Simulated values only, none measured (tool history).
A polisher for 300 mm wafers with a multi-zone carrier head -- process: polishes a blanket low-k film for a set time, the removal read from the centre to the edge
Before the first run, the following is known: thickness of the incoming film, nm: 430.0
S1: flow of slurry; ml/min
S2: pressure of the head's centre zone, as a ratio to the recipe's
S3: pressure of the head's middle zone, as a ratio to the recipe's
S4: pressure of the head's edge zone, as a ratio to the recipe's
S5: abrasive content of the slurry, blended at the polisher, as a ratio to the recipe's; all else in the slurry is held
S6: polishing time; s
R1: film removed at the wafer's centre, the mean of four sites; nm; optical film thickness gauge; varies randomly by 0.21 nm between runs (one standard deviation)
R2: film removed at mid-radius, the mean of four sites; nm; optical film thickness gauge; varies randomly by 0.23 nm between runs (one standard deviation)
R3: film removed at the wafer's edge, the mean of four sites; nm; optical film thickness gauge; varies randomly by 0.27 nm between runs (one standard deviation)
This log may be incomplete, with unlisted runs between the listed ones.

Run 1, day 0: S1 200 ml/min, S2 1, S3 1, S4 1, S5 1, S6 69 s. Result: R1 25.984 nm, R2 25.943 nm, R3 25.879 nm.
Run 2, day 0.138: S1 200 ml/min, S2 1, S3 1, S4 1.06, S5 1, S6 69 s. Result: R1 25.923 nm, R2 25.969 nm, R3 26.827 nm.
Run 3, day 0.338: S1 200 ml/min, S2 1, S3 1, S4 1.06, S5 1.1, S6 69 s. Result: R1 27.414 nm, R2 27.438 nm, R3 28.857 nm.
Run 4, day 0.504: S1 200 ml/min, S2 1, S3 0.92, S4 1.06, S5 1.1, S6 69 s. Result: R1 27.62 nm, R2 26.229 nm, R3 28.29 nm.
Run 5, day 0.546: S1 200 ml/min, S2 1, S3 0.92, S4 1.06, S5 1.1, S6 82 s. Result: R1 32.864 nm, R2 30.851 nm, R3 33.523 nm.
Run 6, day 0.704: S1 200 ml/min, S2 1, S3 0.92, S4 1.1, S5 1.1, S6 82 s. Result: R1 32.792 nm, R2 30.853 nm, R3 34.432 nm.
Run 7, day 1.067: S1 200 ml/min, S2 1, S3 0.92, S4 1.1, S5 1.1, S6 82 s. Result: R1 32.462 nm, R2 30.953 nm, R3 34.265 nm.
Run 8, day 1.3: S1 195 ml/min, S2 1, S3 0.9, S4 1.07, S5 1.05, S6 82 s. Result: R1 31.852 nm, R2 29.306 nm, R3 33.017 nm.

For run 9, what comes out?
Run 9, day 1.667: S1 195 ml/min, S2 1, S3 0.89, S4 1.03, S5 1, S6 82 s. Result: R1 ?, R2 ?, R3 ?.

R1: 30.698 nm
R2: 28.597 nm
R3: 31.624 nm
